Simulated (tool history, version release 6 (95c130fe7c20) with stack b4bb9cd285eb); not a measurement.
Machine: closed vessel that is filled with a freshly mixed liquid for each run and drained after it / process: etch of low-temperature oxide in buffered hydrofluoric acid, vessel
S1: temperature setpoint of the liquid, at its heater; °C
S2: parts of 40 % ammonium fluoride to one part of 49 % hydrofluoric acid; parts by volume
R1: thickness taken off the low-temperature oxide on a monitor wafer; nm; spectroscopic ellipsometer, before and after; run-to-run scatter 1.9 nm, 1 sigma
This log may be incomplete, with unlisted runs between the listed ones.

run 1 day=0 | S1=23 S2=17.5 time_in_the_liquid_(s)=100 | R1=165.21
run 2 day=0.208 | S1=25 S2=17 time_in_the_liquid_(s)=100 | R1=189.21
run 3 day=0.296 | S1=26.5 S2=16.5 time_in_the_liquid_(s)=100 | R1=207.08
run 4 day=0.462 | S1=26.5 S2=21.5 time_in_the_liquid_(s)=100 | R1=168.55
run 5 day=0.662 | S1=26.5 S2=21.5 time_in_the_liquid_(s)=110 | R1=185.24
run 6 day=0.771 | S1=24 S2=21.5 time_in_the_liquid_(s)=110 | R1=162.36
run 7 day=1.042 | S1=26 S2=20.5 time_in_the_liquid_(s)=110 | R1=185.49
-- day=1.388 hydrofluoric acid flow meter replaced
run 8 day=1.388 | S1=27.5 S2=19.5 time_in_the_liquid_(s)=110 | R1=219.08
run 9 day=1.704 | S1=28.5 S2=19.5 time_in_the_liquid_(s)=110 | R1=226.4

Run 10, settings as shown, results not yet in. Your forecast:
run 10 day=1.917 | S1=29 S2=19 time_in_the_liquid_(s)=110 | R1=?

{"run 10": {"R1": 241.08}}

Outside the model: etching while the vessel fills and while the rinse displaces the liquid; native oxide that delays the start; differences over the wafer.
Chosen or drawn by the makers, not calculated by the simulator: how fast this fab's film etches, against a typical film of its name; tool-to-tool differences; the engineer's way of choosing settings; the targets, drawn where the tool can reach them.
